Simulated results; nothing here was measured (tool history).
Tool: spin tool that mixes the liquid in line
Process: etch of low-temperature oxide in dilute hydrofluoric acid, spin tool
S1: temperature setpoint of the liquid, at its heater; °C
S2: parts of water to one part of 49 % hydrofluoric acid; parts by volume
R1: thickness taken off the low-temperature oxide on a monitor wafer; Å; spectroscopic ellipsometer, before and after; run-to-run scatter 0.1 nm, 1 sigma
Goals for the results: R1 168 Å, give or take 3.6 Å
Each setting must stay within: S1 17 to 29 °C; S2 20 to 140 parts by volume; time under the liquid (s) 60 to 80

run 1 hour=0 | S1=21 S2=75 time_under_the_liquid_(s)=80 | R1=101.26
run 2 hour=3.4 | S1=21 S2=75 time_under_the_liquid_(s)=80 | R1=103.03
run 3 hour=10.4 | S1=23.5 S2=70 time_under_the_liquid_(s)=80 | R1=120.97
run 4 hour=18.8 | S1=25 S2=65 time_under_the_liquid_(s)=80 | R1=139.38
run 5 hour=24.8 | S1=26 S2=65 time_under_the_liquid_(s)=80 | R1=145.26
run 6 hour=27 | S1=27 S2=65 time_under_the_liquid_(s)=80 | R1=152.97
run 7 hour=30.9 | S1=27.5 S2=65 time_under_the_liquid_(s)=80 | R1=154.91
run 8 hour=34.8 | S1=28 S2=65 time_under_the_liquid_(s)=80 | R1=158.89
run 9 hour=36.5 | S1=28.5 S2=65 time_under_the_liquid_(s)=80 | R1=160.27

Exactly one of the 4 candidate moves below puts every result within its allowed miss. Which one?
run A hour=38.2 | S1=29 S2=60 time_under_the_liquid_(s)=75 | R1=?
run B hour=38.2 | S1=29 S2=55 time_under_the_liquid_(s)=65 | R1=?
run C hour=38.2 | S1=29 S2=60 time_under_the_liquid_(s)=70 | R1=?
run D hour=38.2 | S1=28 S2=50 time_under_the_liquid_(s)=60 | R1=?

move=A R1=169.02
move=B R1=160.99
move=C R1=157.75
move=D R1=158.28
A: in spec on every target
B: moves toward the targets from the last run without getting all of them in spec
C: lands further from the targets than the last run did
D: lands further from the targets than the last run did
The move that meets every target is A.
